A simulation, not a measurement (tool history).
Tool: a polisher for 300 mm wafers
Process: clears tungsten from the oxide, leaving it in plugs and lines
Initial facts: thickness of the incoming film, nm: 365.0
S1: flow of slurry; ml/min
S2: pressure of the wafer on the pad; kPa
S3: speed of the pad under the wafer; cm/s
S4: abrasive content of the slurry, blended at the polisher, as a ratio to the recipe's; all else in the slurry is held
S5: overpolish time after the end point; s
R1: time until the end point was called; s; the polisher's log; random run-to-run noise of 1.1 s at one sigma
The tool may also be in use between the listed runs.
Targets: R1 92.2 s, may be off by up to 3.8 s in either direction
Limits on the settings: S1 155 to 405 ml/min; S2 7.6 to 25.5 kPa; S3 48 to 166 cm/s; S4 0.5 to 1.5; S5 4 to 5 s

Run 1, hour 0: S1 260 ml/min, S2 16.5 kPa, S3 106 cm/s, S4 1, S5 5 s. Result: R1 131.71 s.
Run 2, hour 6.9: S1 260 ml/min, S2 17.9 kPa, S3 106 cm/s, S4 1, S5 5 s. Result: R1 121.45 s.
Run 3, hour 11: S1 260 ml/min, S2 17.9 kPa, S3 106 cm/s, S4 1.2, S5 5 s. Result: R1 117.17 s.
Run 4, hour 16.8: S1 260 ml/min, S2 18.6 kPa, S3 106 cm/s, S4 1.2, S5 5 s. Result: R1 111.8 s.
Run 5, hour 21.2: S1 260 ml/min, S2 18.6 kPa, S3 106 cm/s, S4 1, S5 5 s. Result: R1 119.58 s.
Run 6, hour 29.1: S1 260 ml/min, S2 20 kPa, S3 106 cm/s, S4 1, S5 5 s. Result: R1 110.29 s.
Run 7, hour 34.9: S1 260 ml/min, S2 20.7 kPa, S3 106 cm/s, S4 1, S5 5 s. Result: R1 109.41 s.
Run 8, hour 39.3: S1 260 ml/min, S2 21.4 kPa, S3 106 cm/s, S4 1, S5 5 s. Result: R1 104.43 s.
Run 9, hour 41.2: S1 260 ml/min, S2 22.1 kPa, S3 106 cm/s, S4 1, S5 5 s. Result: R1 100.94 s.
Run 10, hour 49: S1 260 ml/min, S2 22.8 kPa, S3 106 cm/s, S4 1, S5 5 s. Result: R1 99.205 s.

4 candidate next runs follow, results not yet known. Just one meets every target within its allowed miss. Identify it.
Run A, hour 56.8: S1 170 ml/min, S2 25.5 kPa, S3 94 cm/s, S4 1.1, S5 4 s. Result: R1 ?.
Run B, hour 56.8: S1 215 ml/min, S2 22.1 kPa, S3 106 cm/s, S4 1.05, S5 5 s. Result: R1 ?.
Run C, hour 56.8: S1 250 ml/min, S2 25.5 kPa, S3 78 cm/s, S4 1.3, S5 4 s. Result: R1 ?.
Run D, hour 56.8: S1 245 ml/min, S2 23.4 kPa, S3 112 cm/s, S4 0.95, S5 4 s. Result: R1 ?.

move      R1
   A  101.05
   B   101.7
   C   110.4
   D  92.854
A: further off than the last run
B: further off than the last run
C: further off than the last run
D: every result lands within tolerance
Go with D: it meets all targets.
